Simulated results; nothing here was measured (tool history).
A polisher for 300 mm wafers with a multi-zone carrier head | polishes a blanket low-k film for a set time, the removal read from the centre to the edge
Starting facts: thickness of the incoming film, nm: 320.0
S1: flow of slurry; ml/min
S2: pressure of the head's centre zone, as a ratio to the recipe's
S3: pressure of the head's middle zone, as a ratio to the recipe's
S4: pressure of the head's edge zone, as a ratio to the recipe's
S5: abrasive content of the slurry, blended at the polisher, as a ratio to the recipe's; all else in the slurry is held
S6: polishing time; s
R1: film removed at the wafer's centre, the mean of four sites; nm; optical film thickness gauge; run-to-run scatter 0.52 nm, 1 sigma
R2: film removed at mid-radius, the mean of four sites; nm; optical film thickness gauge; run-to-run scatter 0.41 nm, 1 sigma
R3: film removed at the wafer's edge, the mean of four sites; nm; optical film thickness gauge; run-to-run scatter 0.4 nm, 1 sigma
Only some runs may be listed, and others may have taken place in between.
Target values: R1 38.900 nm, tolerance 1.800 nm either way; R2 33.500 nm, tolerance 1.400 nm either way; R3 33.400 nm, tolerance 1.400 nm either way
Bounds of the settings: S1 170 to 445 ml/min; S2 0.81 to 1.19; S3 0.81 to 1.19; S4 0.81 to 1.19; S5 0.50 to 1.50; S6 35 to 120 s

run  hour   S1    S2    S3    S4    S5  S6      R1      R2      R3
  1   0.0  285  1.00  1.00  1.00  1.00  77  48.191  47.765  48.568
  2   1.4  285  0.93  1.00  1.00  1.00  77  44.231  48.182  49.890
  3   9.1  240  0.93  1.00  1.00  1.00  77  43.523  46.898  49.938
  4  12.5  240  0.90  1.00  1.00  1.00  77  42.299  48.413  48.902
  5  15.6  245  0.94  1.00  0.97  0.90  76  40.925  43.721  43.947
  6  22.3  245  0.94  1.00  0.97  0.90  68  36.764  39.551  40.194
  7  26.3  245  0.96  0.99  0.95  0.90  68  38.147  39.470  39.764
  8  31.7  250  1.06  0.91  0.85  0.65  67  32.180  28.562  30.242
  9  32.5  255  1.08  0.93  0.87  0.65  67  32.931  28.888  30.347
 10  39.0  260  1.09  0.95  0.88  0.65  67  33.429  29.868  30.447
 11  40.6  265  1.10  0.96  0.90  0.65  67  33.348  30.319  30.153
 12  42.8  265  1.11  0.96  0.90  0.70  67  36.364  31.793  32.462
 13  51.1  265  1.12  0.97  0.90  0.70  67  36.298  32.709  32.013
 14  54.6  265  1.13  0.97  0.91  0.70  67  36.789  31.583  32.279
     55.7  -- edge zone pressure recalibrated
 15  55.7  265  1.13  0.97  0.91  0.70  67  37.164  31.751  31.466
 16  58.7  265  1.13  0.97  0.92  0.70  67  36.493  31.227  31.992
 17  59.6  285  1.17  1.02  0.94  0.75  67  40.743  34.822  33.184

Of the 5 settings listed for the next run, only one would bring every result within its allowed miss of target. Which one?
  A  60.5  335  1.16  1.02  0.86  0.65  77   ?   ?   ?
  B  60.5  265  1.14  1.11  0.95  0.70  69   ?   ?   ?
  C  60.5  315  1.04  1.07  0.95  1.15  52   ?   ?   ?
  D  60.5  245  1.17  1.01  1.00  0.60  77   ?   ?   ?
  E  60.5  235  1.18  1.07  0.81  0.85  64   ?   ?   ?

move      R1      R2      R3
   A  42.458  36.908  33.839
   B  39.059  36.895  33.132
   C  37.068  37.323  34.378
   D  39.027  33.455  33.093
   E  42.687  37.909  32.897
A: misses by more than the last run did
B: brings the result that was furthest off to its target, and leaves another outside
C: carries the result that was furthest off beyond its target, to the other side
D: hits every target within its allowed miss
E: misses by more than the last run did
D is the move that brings every result within its allowed miss.
